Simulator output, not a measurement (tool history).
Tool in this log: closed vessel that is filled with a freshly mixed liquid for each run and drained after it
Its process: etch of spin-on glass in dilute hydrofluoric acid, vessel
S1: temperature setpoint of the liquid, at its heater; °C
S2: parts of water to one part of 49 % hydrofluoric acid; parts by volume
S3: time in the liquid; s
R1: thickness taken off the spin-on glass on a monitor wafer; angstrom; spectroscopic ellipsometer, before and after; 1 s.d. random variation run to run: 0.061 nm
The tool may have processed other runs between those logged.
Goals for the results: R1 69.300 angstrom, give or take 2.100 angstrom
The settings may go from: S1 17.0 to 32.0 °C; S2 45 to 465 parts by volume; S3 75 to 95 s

run    day    S1   S2  S3       R1
  1  0.000  24.0  255  95  120.260
  2  0.050  21.0  255  95  106.130
  3  0.408  20.0  275  95   94.622
  4  0.642  20.0  220  95  124.560
  5  0.829  19.0  250  95  102.670
  6  1.108  18.5  270  95   92.243
  7  1.200  18.0  285  95   83.669
  8  1.438  18.0  285  95   82.971
  9  1.633  17.5  295  95   78.485

Consider the 5 candidate settings below. Which is the only one whose results all fall within their allowed miss of target?
  A  1.829  17.0  320  90   ?
  B  1.829  20.0  330  80   ?
  C  1.829  18.0  305  80   ?
  D  1.829  18.0  290  80   ?
  E  1.829  17.0  285  75   ?

move      R1
   A  65.827
   B  62.814
   C  64.536
   D  68.751
   E  63.416
A: pushes the last run's worst result past its target
B: pushes the last run's worst result past its target
C: pushes the last run's worst result past its target
D: all results in spec
E: pushes the last run's worst result past its target
So the answer is move D, the one that meets all the targets.

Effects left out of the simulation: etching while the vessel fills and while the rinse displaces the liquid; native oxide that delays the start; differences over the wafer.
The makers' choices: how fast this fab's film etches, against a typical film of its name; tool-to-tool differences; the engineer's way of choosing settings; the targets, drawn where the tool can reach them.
